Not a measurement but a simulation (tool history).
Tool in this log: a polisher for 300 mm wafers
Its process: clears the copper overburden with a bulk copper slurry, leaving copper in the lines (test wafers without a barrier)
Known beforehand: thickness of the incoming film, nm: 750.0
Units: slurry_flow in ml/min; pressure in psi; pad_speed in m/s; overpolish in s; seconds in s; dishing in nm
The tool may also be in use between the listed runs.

{"run": 1, "day": 0.0, "slurry_flow": 145, "pressure": 1.8, "pad_speed": 1.4, "slurry_solids": 1.0, "overpolish": 18, "seconds": 73.756, "dishing": 66.764}
{"run": 2, "day": 0.121, "slurry_flow": 145, "pressure": 1.9, "pad_speed": 1.48, "slurry_solids": 1.0, "overpolish": 16, "seconds": 68.071, "dishing": 66.285}
{"run": 3, "day": 0.304, "slurry_flow": 145, "pressure": 1.9, "pad_speed": 1.32, "slurry_solids": 1.0, "overpolish": 16, "seconds": 75.749, "dishing": 62.702}
{"run": 4, "day": 0.412, "slurry_flow": 145, "pressure": 1.9, "pad_speed": 1.58, "slurry_solids": 1.0, "overpolish": 16, "seconds": 62.86, "dishing": 67.833}
{"run": 5, "day": 0.467, "slurry_flow": 170, "pressure": 1.9, "pad_speed": 1.58, "slurry_solids": 1.0, "overpolish": 16, "seconds": 61.771, "dishing": 69.499}
{"run": 6, "day": 0.529, "slurry_flow": 145, "pressure": 1.9, "pad_speed": 1.58, "slurry_solids": 1.0, "overpolish": 16, "seconds": 64.655, "dishing": 69.599}
{"run": 7, "day": 0.617, "slurry_flow": 160, "pressure": 2.0, "pad_speed": 1.58, "slurry_solids": 1.05, "overpolish": 14, "seconds": 58.427, "dishing": 68.06}
{"run": 8, "day": 0.704, "slurry_flow": 200, "pressure": 2.4, "pad_speed": 1.68, "slurry_solids": 1.2, "overpolish": 5, "seconds": 42.98, "dishing": 48.823}
{"run": 9, "day": 0.792, "slurry_flow": 200, "pressure": 2.4, "pad_speed": 1.68, "slurry_solids": 1.2, "overpolish": 5, "seconds": 43.714, "dishing": 49.486}
{"run": 10, "day": 0.858, "slurry_flow": 200, "pressure": 2.6, "pad_speed": 1.66, "slurry_solids": 1.2, "overpolish": 14, "seconds": 40.13, "dishing": 79.07}

The next listed run, before its measurement:
{"run": 11, "day": 1.042, "slurry_flow": 200, "pressure": 2.6, "pad_speed": 1.66, "slurry_solids": 1.2, "overpolish": 13, "seconds": "?", "dishing": "?"}

For run 11 the tool returned seconds 40.448 s, dishing 78.892 nm.
